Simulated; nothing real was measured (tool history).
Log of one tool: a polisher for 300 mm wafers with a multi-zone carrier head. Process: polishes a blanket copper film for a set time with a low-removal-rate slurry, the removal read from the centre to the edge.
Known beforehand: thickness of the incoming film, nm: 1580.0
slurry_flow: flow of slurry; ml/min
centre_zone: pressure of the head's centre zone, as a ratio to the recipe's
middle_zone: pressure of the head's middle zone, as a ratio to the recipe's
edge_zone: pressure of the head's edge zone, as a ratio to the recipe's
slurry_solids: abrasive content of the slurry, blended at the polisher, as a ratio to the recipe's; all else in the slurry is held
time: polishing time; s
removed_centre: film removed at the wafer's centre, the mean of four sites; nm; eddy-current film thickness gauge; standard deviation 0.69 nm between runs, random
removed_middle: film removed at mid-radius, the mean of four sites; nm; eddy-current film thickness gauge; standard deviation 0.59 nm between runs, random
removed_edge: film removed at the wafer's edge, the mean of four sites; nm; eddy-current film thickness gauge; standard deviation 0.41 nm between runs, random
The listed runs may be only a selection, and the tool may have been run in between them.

Run 1, hour 0: slurry_flow 240 ml/min, centre_zone 1, middle_zone 1, edge_zone 1, slurry_solids 1, time 61 s. Result: removed_centre 119.18 nm, removed_middle 117.15 nm, removed_edge 118.18 nm.
Run 2, hour 8.6: slurry_flow 240 ml/min, centre_zone 1, middle_zone 1, edge_zone 1.04, slurry_solids 1, time 61 s. Result: removed_centre 117.95 nm, removed_middle 116.41 nm, removed_edge 119.76 nm.
Run 3, hour 17.4: slurry_flow 235 ml/min, centre_zone 0.98, middle_zone 1, edge_zone 1.01, slurry_solids 0.9, time 56 s. Result: removed_centre 103.42 nm, removed_middle 103.92 nm, removed_edge 105.56 nm.
Run 4, hour 23.8: slurry_flow 235 ml/min, centre_zone 0.98, middle_zone 1, edge_zone 1.01, slurry_solids 1.1, time 56 s. Result: removed_centre 108.93 nm, removed_middle 111.88 nm, removed_edge 112.07 nm.
Run 5, hour 26.7: slurry_flow 235 ml/min, centre_zone 1.04, middle_zone 1, edge_zone 1.01, slurry_solids 1.1, time 56 s. Result: removed_centre 115.76 nm, removed_middle 109.95 nm, removed_edge 113.2 nm.
Run 6, hour 28.3: slurry_flow 295 ml/min, centre_zone 1.04, middle_zone 1, edge_zone 1.01, slurry_solids 1.1, time 56 s. Result: removed_centre 118.66 nm, removed_middle 115.67 nm, removed_edge 114 nm.
Run 7, hour 30.5: slurry_flow 295 ml/min, centre_zone 1, middle_zone 0.99, edge_zone 0.99, slurry_solids 1, time 52 s. Result: removed_centre 101.67 nm, removed_middle 100.77 nm, removed_edge 101.46 nm.
Run 8, hour 36.2: slurry_flow 300 ml/min, centre_zone 0.98, middle_zone 0.99, edge_zone 0.97, slurry_solids 0.9, time 50 s. Result: removed_centre 95.363 nm, removed_middle 94.675 nm, removed_edge 93.383 nm.
Run 9, hour 40.2: slurry_flow 300 ml/min, centre_zone 0.95, middle_zone 0.99, edge_zone 0.96, slurry_solids 0.85, time 48 s. Result: removed_centre 89.365 nm, removed_middle 87.416 nm, removed_edge 88.554 nm.
Run 10, hour 47.9: slurry_flow 300 ml/min, centre_zone 0.92, middle_zone 1.01, edge_zone 0.96, slurry_solids 0.8, time 46 s. Result: removed_centre 78.217 nm, removed_middle 86.04 nm, removed_edge 82.793 nm.
Run 11, hour 56.4: slurry_flow 230 ml/min, centre_zone 0.87, middle_zone 0.91, edge_zone 0.86, slurry_solids 0.55, time 41 s. Result: removed_centre 56.535 nm, removed_middle 57.695 nm, removed_edge 58.572 nm.
Run 12, hour 58.6: slurry_flow 250 ml/min, centre_zone 0.87, middle_zone 0.92, edge_zone 0.87, slurry_solids 0.55, time 41 s. Result: removed_centre 55.817 nm, removed_middle 59.441 nm, removed_edge 60.164 nm.
Run 13, hour 66.4: slurry_flow 265 ml/min, centre_zone 0.88, middle_zone 0.93, edge_zone 0.87, slurry_solids 0.55, time 41 s. Result: removed_centre 56.66 nm, removed_middle 59.048 nm, removed_edge 60.188 nm.
Run 14, hour 74.9: slurry_flow 270 ml/min, centre_zone 0.92, middle_zone 1.03, edge_zone 0.96, slurry_solids 0.75, time 42 s. Result: removed_centre 67.744 nm, removed_middle 76.814 nm, removed_edge 73.842 nm.
Run 15, hour 80.9: slurry_flow 255 ml/min, centre_zone 0.92, middle_zone 1.02, edge_zone 0.95, slurry_solids 0.75, time 42 s. Result: removed_centre 68.617 nm, removed_middle 74.819 nm, removed_edge 71.868 nm.
Run 16, hour 83.3: slurry_flow 240 ml/min, centre_zone 0.91, middle_zone 1.01, edge_zone 0.94, slurry_solids 0.75, time 42 s. Result: removed_centre 66.312 nm, removed_middle 72.899 nm, removed_edge 71.822 nm.
Run 17, hour 92.3: slurry_flow 230 ml/min, centre_zone 0.91, middle_zone 1.01, edge_zone 0.92, slurry_solids 0.75, time 42 s. Result: removed_centre 66.777 nm, removed_middle 73.41 nm, removed_edge 70.56 nm.

The next listed run, before its measurement:
Run 18, hour 94.7: slurry_flow 220 ml/min, centre_zone 0.9, middle_zone 1, edge_zone 0.91, slurry_solids 0.75, time 42 s. Result: removed_centre ?, removed_middle ?, removed_edge ?.

Logged for run 18: removed_centre 66.423 nm, removed_middle 71.973 nm, removed_edge 70.638 nm.
